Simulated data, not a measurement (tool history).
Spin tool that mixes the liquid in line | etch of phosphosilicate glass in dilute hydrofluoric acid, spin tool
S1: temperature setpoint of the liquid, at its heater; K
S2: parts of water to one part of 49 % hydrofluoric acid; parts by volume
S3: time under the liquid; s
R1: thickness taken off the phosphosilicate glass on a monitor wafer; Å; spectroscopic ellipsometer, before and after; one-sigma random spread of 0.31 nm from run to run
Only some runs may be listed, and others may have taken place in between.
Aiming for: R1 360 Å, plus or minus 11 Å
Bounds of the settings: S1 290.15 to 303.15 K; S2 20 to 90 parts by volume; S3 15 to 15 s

{"run": 1, "hour": 0.0, "S1": 295.15, "S2": 50, "S3": 15, "R1": 260.42}
{"run": 2, "hour": 8.5, "S1": 295.15, "S2": 50, "S3": 15, "R1": 260.39}
{"run": 3, "hour": 13.3, "S1": 293.65, "S2": 50, "S3": 15, "R1": 245.58}
{"run": 4, "hour": 20.6, "S1": 295.15, "S2": 50, "S3": 15, "R1": 261.16}
{"hour": 23.7, "done": "thermometer replaced"}
{"run": 5, "hour": 23.7, "S1": 297.15, "S2": 50, "S3": 15, "R1": 308.33}
{"run": 6, "hour": 25.2, "S1": 297.15, "S2": 50, "S3": 15, "R1": 309.86}
{"run": 7, "hour": 29.6, "S1": 297.65, "S2": 50, "S3": 15, "R1": 317.17}
{"run": 8, "hour": 32.3, "S1": 298.15, "S2": 50, "S3": 15, "R1": 320.35}
{"run": 9, "hour": 38.1, "S1": 298.15, "S2": 50, "S3": 15, "R1": 322.54}
{"run": 10, "hour": 42.5, "S1": 298.65, "S2": 50, "S3": 15, "R1": 328.49}
{"run": 11, "hour": 47.8, "S1": 299.15, "S2": 50, "S3": 15, "R1": 340.35}
{"run": 12, "hour": 53.5, "S1": 299.65, "S2": 50, "S3": 15, "R1": 340.65}

Below are 5 possible settings for the next run. Only one of them brings all results inside the allowed miss of their targets. Which is it?
{"run": "A", "hour": 59.2, "S1": 297.65, "S2": 40, "S3": 15, "R1": "?"}
{"run": "B", "hour": 59.2, "S1": 297.15, "S2": 40, "S3": 15, "R1": "?"}
{"run": "C", "hour": 59.2, "S1": 300.65, "S2": 45, "S3": 15, "R1": "?"}
{"run": "D", "hour": 59.2, "S1": 295.15, "S2": 40, "S3": 15, "R1": "?"}
{"run": "E", "hour": 59.2, "S1": 299.15, "S2": 45, "S3": 15, "R1": "?"}

move=A R1=397.09
move=B R1=388.95
move=C R1=396.09
move=D R1=357.75
move=E R1=372.78
A: takes the biggest miss from the last run beyond its target
B: takes the biggest miss from the last run beyond its target
C: takes the biggest miss from the last run beyond its target
D: hits every target within its allowed miss
E: takes the biggest miss from the last run beyond its target
The right move is D.
